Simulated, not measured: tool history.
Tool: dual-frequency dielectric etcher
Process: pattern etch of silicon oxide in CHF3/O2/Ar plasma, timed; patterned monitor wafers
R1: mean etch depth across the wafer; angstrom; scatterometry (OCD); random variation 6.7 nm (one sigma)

{"run": 1, "day": 0.0, "source power (kW)": 0.62, "bias power (kW)": 0.174, "etch time (s)": 678.5, "R1": 13352}
{"run": 2, "day": 0.062, "source power (kW)": 0.67, "bias power (kW)": 0.174, "etch time (s)": 678.5, "R1": 13823}
{"run": 3, "day": 0.258, "source power (kW)": 0.69, "bias power (kW)": 0.175, "etch time (s)": 678.5, "R1": 13904}
{"run": 4, "day": 0.429, "source power (kW)": 0.78, "bias power (kW)": 0.175, "etch time (s)": 678.5, "R1": 14669}
{"run": 5, "day": 0.683, "source power (kW)": 0.73, "bias power (kW)": 0.175, "etch time (s)": 678.5, "R1": 14276}
{"run": 6, "day": 0.967, "source power (kW)": 0.75, "bias power (kW)": 0.176, "etch time (s)": 678.5, "R1": 14545}

Forecast run 7:
{"run": 7, "day": 1.271, "source power (kW)": 0.76, "bias power (kW)": 0.177, "etch time (s)": 678.5, "R1": "?"}

{"run 7": {"R1": 14644}}
